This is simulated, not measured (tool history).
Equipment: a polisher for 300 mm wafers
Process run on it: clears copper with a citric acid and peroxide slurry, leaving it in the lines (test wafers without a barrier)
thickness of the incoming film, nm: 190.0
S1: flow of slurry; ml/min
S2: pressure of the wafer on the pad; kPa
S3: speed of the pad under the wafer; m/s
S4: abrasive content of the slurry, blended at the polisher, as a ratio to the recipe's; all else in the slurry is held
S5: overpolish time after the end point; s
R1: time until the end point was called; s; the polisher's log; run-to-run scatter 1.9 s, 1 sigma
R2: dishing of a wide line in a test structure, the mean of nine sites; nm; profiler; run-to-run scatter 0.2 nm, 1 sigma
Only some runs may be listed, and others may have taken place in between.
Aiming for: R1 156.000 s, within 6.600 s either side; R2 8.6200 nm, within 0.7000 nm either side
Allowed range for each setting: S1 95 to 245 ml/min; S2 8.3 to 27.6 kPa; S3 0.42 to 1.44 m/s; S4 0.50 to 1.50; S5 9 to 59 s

run	hour	S1	S2	S3	S4	S5	R1	R2
1	0.0	155	17.9	0.92	1.00	30	97.983	35.2090
2	3.9	155	17.9	0.92	1.00	40	98.957	45.6840
3	9.1	130	17.9	0.92	1.00	40	100.060	44.0040
4	14.6	130	17.9	0.92	1.10	40	99.780	46.0880
5	18.2	125	16.5	0.92	1.00	35	111.480	36.1990
6	20.4	125	20.0	0.92	1.00	35	89.796	43.2820
7	21.6	125	20.0	0.92	1.00	35	91.211	42.7150
8	24.7	140	15.2	0.94	0.95	21	117.580	22.9520
9	30.0	140	15.2	0.94	0.95	21	114.630	23.1600
10	30.6	135	13.8	0.96	0.90	19	126.270	18.8300
11	36.2	95	9.0	1.22	0.65	9	175.780	6.7741
12	42.5	100	9.0	1.22	0.65	9	170.450	6.9571
13	45.4	130	9.7	1.22	0.65	15	151.620	13.3550
14	51.0	125	9.7	1.22	0.65	14	152.400	12.3050
15	55.8	95	8.3	1.28	0.65	9	182.070	6.5027
16	57.4	100	8.3	1.28	0.65	9	180.050	6.7213
17	60.7	105	8.3	1.28	0.65	9	178.140	6.8880
18	66.1	110	8.3	1.28	0.65	9	172.860	7.0657
19	73.9	115	8.3	1.28	0.65	9	170.410	6.8440

4 next moves are on the table. One of them brings every result within its allowed miss. Which?
A	81.7	120	9.0	1.10	0.60	11	?	?
B	81.7	155	9.7	1.26	0.50	12	?	?
C	81.7	170	8.3	1.28	0.55	13	?	?
D	81.7	110	9.7	1.22	0.65	10	?	?

move	R1	R2
A	182.860	7.8986
B	145.700	10.6440
C	161.320	10.3950
D	155.840	8.4081
A: the biggest miss grows against the last run
B: carries the result that was furthest off beyond its target, to the other side
C: carries the result that was furthest off beyond its target, to the other side
D: every result within its allowed miss
Go with D: it meets all targets.
